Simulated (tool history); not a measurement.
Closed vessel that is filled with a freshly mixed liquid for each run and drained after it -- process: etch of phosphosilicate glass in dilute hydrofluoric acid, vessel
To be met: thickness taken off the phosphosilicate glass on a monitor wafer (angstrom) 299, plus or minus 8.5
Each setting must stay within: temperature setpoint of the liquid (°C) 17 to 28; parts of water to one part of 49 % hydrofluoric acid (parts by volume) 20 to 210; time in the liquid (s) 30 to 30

run,hour,temperature setpoint of the liquid (°C),parts of water to one part of 49 % hydrofluoric acid (parts by volume),time in the liquid (s),thickness taken off the phosphosilicate glass on a monitor wafer (angstrom)
1,0,20,115,30,240.83
2,1.7,21,115,30,251.85
3,8.2,21.5,115,30,257.39
4,14.9,21.5,140,30,205.28
5,18.2,20,140,30,194
6,24.9,20,125,30,219.92
7,33.7,21.5,125,30,235.97
8,41.2,22.5,125,30,243.67
9,50.1,23.5,125,30,252.53

Of the 5 settings listed for the next run, only one would bring every result within its allowed miss of target. Which one?
A,59,20.5,105,30,?
B,59,26,125,30,?
C,59,19,130,30,?
D,59,26.5,120,30,?
E,59,21,105,30,?

move,thickness taken off the phosphosilicate glass on a monitor wafer (angstrom)
A,273.46
B,278.73
C,202.24
D,297.79
E,279.08
A: moves toward the targets from the last run without getting all of them in spec
B: moves toward the targets from the last run without getting all of them in spec
C: misses by more than the last run did
D: all results land within tolerance of their targets
E: moves toward the targets from the last run without getting all of them in spec
Go with D: it meets all targets.
